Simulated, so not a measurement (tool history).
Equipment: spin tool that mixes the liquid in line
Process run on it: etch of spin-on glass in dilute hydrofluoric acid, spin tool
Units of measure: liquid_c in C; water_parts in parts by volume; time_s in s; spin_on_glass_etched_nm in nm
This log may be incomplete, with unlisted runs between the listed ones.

| run | hour | liquid_c | water_parts | time_s | spin_on_glass_etched_nm |
|---|---|---|---|---|---|
| 1 | 0.0 | 22.0 | 160 | 15 | 3.2787 |
| 2 | 5.7 | 22.0 | 110 | 15 | 5.0588 |
| 3 | 12.2 | 24.5 | 110 | 15 | 5.6081 |
| 4 | 18.9 | 24.5 | 60 | 15 | 10.9550 |
| 5 | 24.2 | 23.5 | 75 | 15 | 8.2091 |
| 6 | 26.2 | 22.5 | 85 | 15 | 6.8673 |

Run 7 has not been measured yet. What should we expect?
| 7 | 30.1 | 18.5 | 150 | 15 | ? |

spin_on_glass_etched_nm: 3.0803 nm
